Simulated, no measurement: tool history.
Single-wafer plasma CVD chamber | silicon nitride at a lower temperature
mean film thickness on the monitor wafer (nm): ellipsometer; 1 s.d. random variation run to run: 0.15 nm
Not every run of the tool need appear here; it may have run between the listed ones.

run  hour  heater temperature setpoint (°C)  chamber pressure (Pa)  RF power (W)  deposition time (s)  mean film thickness on the monitor wafer (nm)
  1     0                               375                    243           370                 21.4                                         30.312
  2   8.4                               375                    243           405                 21.4                                         32.209
  3  11.5                               375                    231           390                 21.3                                         31.064
  4  18.4                               375                    231           390                 20.3                                         29.591
  5  27.2                               375                    219           385                 20.3                                         28.723
  6  31.4                               375                    219           410                 20.3                                         30.523
  7  35.9                               375                    208           400                 20.3                                         29.552

Predict the results of run 8:
  8  38.5                               375                    200           395                 20.3                                              ?

mean film thickness on the monitor wafer (nm): 28.951

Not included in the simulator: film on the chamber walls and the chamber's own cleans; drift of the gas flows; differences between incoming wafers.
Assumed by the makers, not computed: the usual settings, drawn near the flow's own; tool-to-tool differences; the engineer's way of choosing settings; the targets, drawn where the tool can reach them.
